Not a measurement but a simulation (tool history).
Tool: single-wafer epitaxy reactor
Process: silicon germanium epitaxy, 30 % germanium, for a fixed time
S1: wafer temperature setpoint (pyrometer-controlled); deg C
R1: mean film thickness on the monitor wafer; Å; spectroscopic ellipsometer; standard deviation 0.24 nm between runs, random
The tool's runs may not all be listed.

{"run": 1, "hour": 0.0, "S1": 575, "chamber pressure (Torr)": 24.6, "R1": 360.59}
{"run": 2, "hour": 2.6, "S1": 579, "chamber pressure (Torr)": 24.8, "R1": 393.8}
{"run": 3, "hour": 3.7, "S1": 581, "chamber pressure (Torr)": 24.9, "R1": 411.44}
{"run": 4, "hour": 10.5, "S1": 583, "chamber pressure (Torr)": 25, "R1": 429.69}
{"run": 5, "hour": 19.3, "S1": 576, "chamber pressure (Torr)": 25, "R1": 374.39}
{"run": 6, "hour": 20.5, "S1": 576, "chamber pressure (Torr)": 21.9, "R1": 349.92}
{"hour": 21.9, "done": "pyrometer calibrated"}
{"run": 7, "hour": 21.9, "S1": 580, "chamber pressure (Torr)": 22, "R1": 406.8}
{"run": 8, "hour": 22.8, "S1": 580, "chamber pressure (Torr)": 22, "R1": 408.98}
{"run": 9, "hour": 26.7, "S1": 582, "chamber pressure (Torr)": 22, "R1": 420.1}
{"run": 10, "hour": 29.6, "S1": 583, "chamber pressure (Torr)": 22, "R1": 424.79}

Run 11 comes next. What will it give?
{"run": 11, "hour": 32.5, "S1": 584, "chamber pressure (Torr)": 22.1, "R1": "?"}

For run 11 the tool returned R1 442.34 Å.
